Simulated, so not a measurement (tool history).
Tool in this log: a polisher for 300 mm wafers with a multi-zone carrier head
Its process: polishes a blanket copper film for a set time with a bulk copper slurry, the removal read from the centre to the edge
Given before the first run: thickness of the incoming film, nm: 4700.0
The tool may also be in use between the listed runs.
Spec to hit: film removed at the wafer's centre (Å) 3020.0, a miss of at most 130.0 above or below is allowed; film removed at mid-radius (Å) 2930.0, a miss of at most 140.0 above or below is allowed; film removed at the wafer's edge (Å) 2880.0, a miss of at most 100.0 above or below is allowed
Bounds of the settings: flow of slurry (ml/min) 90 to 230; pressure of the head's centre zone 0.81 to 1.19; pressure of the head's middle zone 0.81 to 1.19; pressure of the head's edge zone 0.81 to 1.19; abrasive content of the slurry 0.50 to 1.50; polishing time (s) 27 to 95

| run | hour | flow of slurry (ml/min) | pressure of the head's centre zone | pressure of the head's middle zone | pressure of the head's edge zone | abrasive content of the slurry | polishing time (s) | film removed at the wafer's centre (Å) | film removed at mid-radius (Å) | film removed at the wafer's edge (Å) |
|---|---|---|---|---|---|---|---|---|---|---|
| 1 | 0.0 | 150 | 1.00 | 1.00 | 1.00 | 1.00 | 61 | 4405.7 | 4488.6 | 4357.1 |
| 2 | 3.0 | 150 | 1.00 | 0.99 | 0.99 | 0.95 | 59 | 4285.5 | 4313.6 | 4189.8 |
| 3 | 4.7 | 150 | 1.00 | 0.95 | 0.99 | 0.95 | 59 | 4227.1 | 4031.4 | 4168.0 |
| 4 | 9.0 | 150 | 1.07 | 0.95 | 0.99 | 0.95 | 59 | 4529.2 | 4054.5 | 4221.4 |
| 5 | 13.1 | 150 | 1.06 | 0.95 | 0.98 | 0.90 | 58 | 4478.1 | 3989.3 | 4078.6 |
| 6 | 21.9 | 170 | 1.06 | 0.95 | 0.98 | 0.90 | 58 | 4543.0 | 4129.3 | 4164.8 |
| 7 | 23.4 | 165 | 1.04 | 0.95 | 0.97 | 0.85 | 57 | 4338.6 | 3882.2 | 3955.0 |
| 8 | 28.7 | 125 | 0.94 | 1.01 | 0.87 | 0.60 | 51 | 3128.0 | 3370.7 | 3157.5 |
| 9 | 37.5 | 125 | 0.94 | 1.00 | 0.87 | 0.60 | 51 | 3118.7 | 3408.6 | 3212.1 |
| 10 | 45.4 | 125 | 0.95 | 0.99 | 0.87 | 0.60 | 50 | 3118.4 | 3162.0 | 3117.4 |
| 11 | 52.7 | 125 | 0.95 | 0.99 | 0.86 | 0.60 | 50 | 3093.5 | 3256.2 | 3031.5 |
| 12 | 58.8 | 125 | 0.95 | 0.98 | 0.86 | 0.60 | 50 | 3100.9 | 3161.7 | 3004.0 |
| 13 | 61.2 | 115 | 0.95 | 0.96 | 0.86 | 0.60 | 50 | 3042.0 | 3091.7 | 3068.0 |

Exercise: of the 5 proposed moves below, exactly one satisfies all targets within the stated allowed misses. Which move is it?
| A | 63.6 | 125 | 0.99 | 0.94 | 0.86 | 0.60 | 47 | ? | ? | ? |
| B | 63.6 | 115 | 0.87 | 0.85 | 0.97 | 0.50 | 53 | ? | ? | ? |
| C | 63.6 | 100 | 0.85 | 0.92 | 0.96 | 0.50 | 57 | ? | ? | ? |
| D | 63.6 | 115 | 0.86 | 0.94 | 0.96 | 0.50 | 55 | ? | ? | ? |
| E | 63.6 | 90 | 0.87 | 0.89 | 0.91 | 0.55 | 62 | ? | ? | ? |

| move | film removed at the wafer's centre (Å) | film removed at mid-radius (Å) | film removed at the wafer's edge (Å) |
|---|---|---|---|
| A | 2967.9 | 2903.4 | 2868.6 |
| B | 2809.9 | 2893.5 | 3310.6 |
| C | 2808.8 | 3181.7 | 3436.8 |
| D | 2883.9 | 3264.1 | 3414.5 |
| E | 3018.8 | 3270.8 | 3589.7 |
A: every result lands within tolerance
B: the biggest miss grows against the last run
C: the biggest miss grows against the last run
D: the biggest miss grows against the last run
E: the biggest miss grows against the last run
So the answer is move A, the one that meets all the targets.
